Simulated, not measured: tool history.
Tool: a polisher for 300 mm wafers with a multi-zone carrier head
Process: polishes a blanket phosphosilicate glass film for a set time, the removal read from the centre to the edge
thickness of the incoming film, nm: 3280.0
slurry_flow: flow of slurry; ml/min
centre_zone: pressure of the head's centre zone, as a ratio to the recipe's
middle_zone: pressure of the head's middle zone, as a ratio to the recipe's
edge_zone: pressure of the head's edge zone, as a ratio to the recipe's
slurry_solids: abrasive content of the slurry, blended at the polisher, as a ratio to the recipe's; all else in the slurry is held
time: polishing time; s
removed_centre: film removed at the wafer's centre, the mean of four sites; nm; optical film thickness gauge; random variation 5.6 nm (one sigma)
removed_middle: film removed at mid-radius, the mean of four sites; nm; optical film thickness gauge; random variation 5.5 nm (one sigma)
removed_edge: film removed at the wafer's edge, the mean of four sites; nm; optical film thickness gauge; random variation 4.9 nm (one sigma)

run	hour	slurry_flow	centre_zone	middle_zone	edge_zone	slurry_solids	time	removed_centre	removed_middle	removed_edge
1	0.0	135	1.00	1.00	1.00	1.00	89	462.75	468.92	479.29
2	8.5	135	0.92	1.00	1.00	1.00	89	431.71	476.65	474.79
3	9.4	145	0.96	1.03	1.04	1.05	89	466.41	509.45	505.21
4	15.8	155	0.99	1.05	1.07	1.10	89	498.20	535.22	541.32
5	21.1	155	0.99	1.05	1.07	1.10	111	630.37	672.85	660.66
6	26.0	150	0.99	1.05	1.06	1.10	111	626.74	670.50	658.16

Forecast run 7:
7	30.5	145	0.99	1.05	1.05	1.10	111	?	?	?

{"run 7": {"removed_centre": 618.56, "removed_middle": 657.7, "removed_edge": 650.39}}

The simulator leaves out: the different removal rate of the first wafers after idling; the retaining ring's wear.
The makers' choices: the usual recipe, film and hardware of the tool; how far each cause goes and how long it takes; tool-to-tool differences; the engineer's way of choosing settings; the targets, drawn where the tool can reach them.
